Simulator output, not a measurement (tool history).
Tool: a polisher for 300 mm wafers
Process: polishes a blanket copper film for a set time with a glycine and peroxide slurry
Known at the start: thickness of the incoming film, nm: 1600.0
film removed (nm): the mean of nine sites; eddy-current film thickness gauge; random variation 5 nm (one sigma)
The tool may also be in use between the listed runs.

| run | hour | flow of slurry (ml/min) | pressure of the wafer on the pad (kPa) | speed of the pad under the wafer (m/s) | polishing time (s) | film removed (nm) |
|---|---|---|---|---|---|---|
| 1 | 0 | 205 | 14.5 | 1.16 | 45 | 195.04 |
| 2 | 7.8 | 205 | 14.5 | 1.16 | 47 | 200.55 |
| 3 | 15.6 | 205 | 16.5 | 1.2 | 47 | 228.58 |
| 4 | 18.1 | 205 | 17.9 | 1.26 | 47 | 248.25 |
| 5 | 21.1 | 205 | 18.6 | 1.32 | 47 | 261.86 |
| 6 | 23.5 | 205 | 16.5 | 1.32 | 47 | 240.52 |
| 7 | 26 | 205 | 16.5 | 1.32 | 47 | 247.84 |
| 8 | 29.1 | 205 | 17.9 | 1.38 | 47 | 268.97 |
| 9 | 30.2 | 205 | 18.6 | 1.42 | 47 | 274.57 |
| 10 | 39.1 | 205 | 19.3 | 1.46 | 47 | 289.7 |
| 11 | 41.8 | 205 | 20 | 1.5 | 47 | 310.29 |

The next listed run, before its measurement:
| 12 | 42.7 | 205 | 20.7 | 1.5 | 47 | ? |

Run 12 gave film removed (nm) 317.56.

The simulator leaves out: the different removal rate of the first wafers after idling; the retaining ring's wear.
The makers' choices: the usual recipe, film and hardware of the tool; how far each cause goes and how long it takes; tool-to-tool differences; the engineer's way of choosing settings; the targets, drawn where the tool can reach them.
